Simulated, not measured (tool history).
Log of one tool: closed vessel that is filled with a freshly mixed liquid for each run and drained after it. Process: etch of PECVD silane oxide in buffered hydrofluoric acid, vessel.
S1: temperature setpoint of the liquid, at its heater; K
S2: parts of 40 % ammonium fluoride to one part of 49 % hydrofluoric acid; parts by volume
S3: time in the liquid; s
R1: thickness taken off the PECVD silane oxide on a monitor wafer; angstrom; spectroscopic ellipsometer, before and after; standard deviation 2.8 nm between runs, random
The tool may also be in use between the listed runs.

run,hour,S1,S2,S3,R1
1,0.0,297.15,12.5,100,3228.6
2,8.2,297.15,12.5,105,3358.4
3,12.0,299.15,12.0,105,3917.9
4,16.1,299.15,13.5,105,3512.1
# hour 18.0: thermometer replaced
5,18.0,295.65,13.5,105,3154.5
6,25.4,295.65,13.5,105,3134.6
7,28.9,297.65,12.5,105,3776.4
8,29.7,297.65,12.5,105,3762.6
9,31.2,299.15,12.0,105,4250.4
10,33.6,300.15,12.0,105,4464.5

Expected results for the next run?
11,36.9,301.15,12.0,105,?

Run 11 gave R1 4738.6 angstrom.
